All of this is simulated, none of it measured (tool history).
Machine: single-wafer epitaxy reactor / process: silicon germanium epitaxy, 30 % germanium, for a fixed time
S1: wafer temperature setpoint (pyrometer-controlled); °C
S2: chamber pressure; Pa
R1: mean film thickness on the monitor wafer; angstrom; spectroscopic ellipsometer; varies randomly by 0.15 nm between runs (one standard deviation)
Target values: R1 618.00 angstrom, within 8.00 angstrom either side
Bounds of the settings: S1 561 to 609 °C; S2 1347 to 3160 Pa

Run 1, hour 0.0: S1 585 °C, S2 2253 Pa. Result: R1 406.20 angstrom.
Run 2, hour 1.1: S1 585 °C, S2 2586 Pa. Result: R1 421.82 angstrom.
Run 3, hour 2.3: S1 589 °C, S2 2586 Pa. Result: R1 450.96 angstrom.
Run 4, hour 10.3: S1 580 °C, S2 2586 Pa. Result: R1 384.01 angstrom.
Run 5, hour 18.6: S1 585 °C, S2 2600 Pa. Result: R1 422.44 angstrom.
Run 6, hour 24.3: S1 580 °C, S2 2600 Pa. Result: R1 387.10 angstrom.
At hour 30.6: pyrometer calibrated.
Run 7, hour 30.6: S1 585 °C, S2 2613 Pa. Result: R1 456.83 angstrom.
Run 8, hour 34.3: S1 587 °C, S2 2613 Pa. Result: R1 474.09 angstrom.
Run 9, hour 39.3: S1 589 °C, S2 2613 Pa. Result: R1 491.51 angstrom.
Run 10, hour 41.8: S1 601 °C, S2 2626 Pa. Result: R1 601.01 angstrom.

Below are 4 possible settings for the next run. Only one of them brings all results inside the allowed miss of their targets. Which is it?
Run A, hour 44.3: S1 599 °C, S2 2720 Pa. Result: R1 ?.
Run B, hour 44.3: S1 605 °C, S2 2240 Pa. Result: R1 ?.
Run C, hour 44.3: S1 599 °C, S2 2533 Pa. Result: R1 ?.
Run D, hour 44.3: S1 597 °C, S2 2933 Pa. Result: R1 ?.

move      R1
   A  587.44
   B  618.29
   C  576.51
   D  579.47
A: misses by more than the last run did
B: in spec on every target
C: misses by more than the last run did
D: misses by more than the last run did
So the answer is move B, the one that meets all the targets.

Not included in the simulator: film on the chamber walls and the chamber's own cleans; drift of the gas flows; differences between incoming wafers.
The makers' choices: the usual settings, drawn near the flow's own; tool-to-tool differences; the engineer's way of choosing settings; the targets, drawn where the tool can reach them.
